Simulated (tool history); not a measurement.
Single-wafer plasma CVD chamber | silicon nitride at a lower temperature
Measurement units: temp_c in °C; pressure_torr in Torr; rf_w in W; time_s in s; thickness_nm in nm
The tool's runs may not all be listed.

Run 1, hour 0: temp_c 335 °C, pressure_torr 1.17 Torr, rf_w 400 W, time_s 12.1 s. Result: thickness_nm 14.654 nm.
Run 2, hour 8: temp_c 335 °C, pressure_torr 1.17 Torr, rf_w 400 W, time_s 11.5 s. Result: thickness_nm 13.973 nm.
Run 3, hour 15.9: temp_c 335 °C, pressure_torr 1.25 Torr, rf_w 410 W, time_s 11.5 s. Result: thickness_nm 14.423 nm.
Run 4, hour 24.4: temp_c 339 °C, pressure_torr 1.25 Torr, rf_w 410 W, time_s 11.5 s. Result: thickness_nm 14.402 nm.
Run 5, hour 25.8: temp_c 339 °C, pressure_torr 1.25 Torr, rf_w 460 W, time_s 11.5 s. Result: thickness_nm 15.282 nm.
Run 6, hour 32.4: temp_c 339 °C, pressure_torr 1.3 Torr, rf_w 465 W, time_s 11.5 s. Result: thickness_nm 15.633 nm.
Run 7, hour 34: temp_c 339 °C, pressure_torr 1.34 Torr, rf_w 465 W, time_s 11.5 s. Result: thickness_nm 15.789 nm.
Run 8, hour 42.3: temp_c 339 °C, pressure_torr 1.37 Torr, rf_w 465 W, time_s 11.5 s. Result: thickness_nm 15.921 nm.
Run 9, hour 48.1: temp_c 339 °C, pressure_torr 1.4 Torr, rf_w 465 W, time_s 11.5 s. Result: thickness_nm 15.978 nm.

Estimate the outcome of run 10 from the log above:
Run 10, hour 53.3: temp_c 339 °C, pressure_torr 1.43 Torr, rf_w 465 W, time_s 11.5 s. Result: thickness_nm ?.

For run 10 the tool returned thickness_nm 16.007 nm.

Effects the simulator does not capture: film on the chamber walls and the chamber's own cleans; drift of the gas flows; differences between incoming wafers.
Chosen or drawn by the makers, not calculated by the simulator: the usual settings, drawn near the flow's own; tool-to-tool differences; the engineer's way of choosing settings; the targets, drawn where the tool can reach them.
